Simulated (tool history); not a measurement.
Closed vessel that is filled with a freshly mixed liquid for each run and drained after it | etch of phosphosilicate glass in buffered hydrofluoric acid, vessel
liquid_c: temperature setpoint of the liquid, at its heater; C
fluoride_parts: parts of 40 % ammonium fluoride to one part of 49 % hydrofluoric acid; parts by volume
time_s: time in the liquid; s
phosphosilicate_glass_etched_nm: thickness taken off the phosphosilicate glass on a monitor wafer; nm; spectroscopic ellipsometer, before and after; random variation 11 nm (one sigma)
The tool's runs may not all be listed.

run  hour  liquid_c  fluoride_parts  time_s  phosphosilicate_glass_etched_nm
  1   0.0      22.0             9.5      95                           729.02
  2   1.8      24.0             9.5      95                           787.34
  3   6.4      25.5             9.5      95                           873.32
  4   8.6      26.5             9.5      95                           928.11
  5  15.9      27.0             9.5      95                           936.57
  6  21.6      27.5             9.5      95                           975.73
  7  28.4      28.0             9.5      95                           984.89
  8  31.8      28.5             9.5      95                          1021.20

Forecast run 9:
  9  38.2      28.5             9.5      95                                ?

phosphosilicate_glass_etched_nm: 1003.50 nm
